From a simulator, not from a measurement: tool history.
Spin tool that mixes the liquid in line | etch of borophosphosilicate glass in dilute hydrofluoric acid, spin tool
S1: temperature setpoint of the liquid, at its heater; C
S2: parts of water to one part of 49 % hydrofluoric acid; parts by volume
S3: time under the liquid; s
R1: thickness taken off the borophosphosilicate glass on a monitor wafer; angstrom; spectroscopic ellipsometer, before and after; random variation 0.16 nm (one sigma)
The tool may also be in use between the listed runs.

run,hour,S1,S2,S3,R1
1,0.0,23.0,65,45,403.45
2,3.3,25.5,65,45,446.58
3,11.8,27.5,65,45,481.87
4,19.3,27.5,55,45,573.83
5,27.3,27.5,55,50,650.70
6,33.1,27.5,75,50,453.09
7,36.9,26.0,75,50,432.62

What will run 8 give?
8,42.2,24.5,75,50,?

Run 8 yielded R1 406.16 angstrom.
